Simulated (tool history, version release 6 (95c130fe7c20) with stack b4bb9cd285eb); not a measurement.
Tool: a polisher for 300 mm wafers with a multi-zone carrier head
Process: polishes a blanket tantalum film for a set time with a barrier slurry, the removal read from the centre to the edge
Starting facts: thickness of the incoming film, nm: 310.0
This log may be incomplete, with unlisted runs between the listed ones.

| run | hour | flow of slurry (ml/min) | pressure of the head's centre zone | pressure of the head's middle zone | pressure of the head's edge zone | abrasive content of the slurry | polishing time (s) | film removed at the wafer's centre (nm) | film removed at mid-radius (nm) | film removed at the wafer's edge (nm) |
|---|---|---|---|---|---|---|---|---|---|---|
| 1 | 0 | 170 | 1 | 1 | 1 | 1 | 77 | 96.485 | 96.453 | 95.842 |
| 2 | 5.1 | 170 | 1.08 | 1 | 1 | 1 | 77 | 103.99 | 95.786 | 95.568 |
| 3 | 12.1 | 205 | 1.08 | 1 | 1 | 1 | 77 | 107.64 | 98.346 | 98.153 |
| 4 | 12.7 | 205 | 1.08 | 1 | 1 | 1 | 69 | 97.213 | 88.856 | 86.338 |
| 5 | 20.3 | 205 | 1.08 | 1.01 | 1.01 | 1.05 | 71 | 100.82 | 93.386 | 91.313 |
| 6 | 29 | 205 | 1.08 | 1.01 | 0.94 | 1.05 | 71 | 96.762 | 94.183 | 89.124 |
| 7 | 34.9 | 205 | 1.08 | 1.02 | 0.95 | 1.1 | 73 | 101.96 | 99.344 | 93.504 |

Run 8, settings as shown, results not yet in. Your forecast:
| 8 | 36.1 | 205 | 1.08 | 1.02 | 0.96 | 1.15 | 75 | ? | ? | ? |

film removed at the wafer's centre (nm): 108.36
film removed at mid-radius (nm): 101.13
film removed at the wafer's edge (nm): 94.896
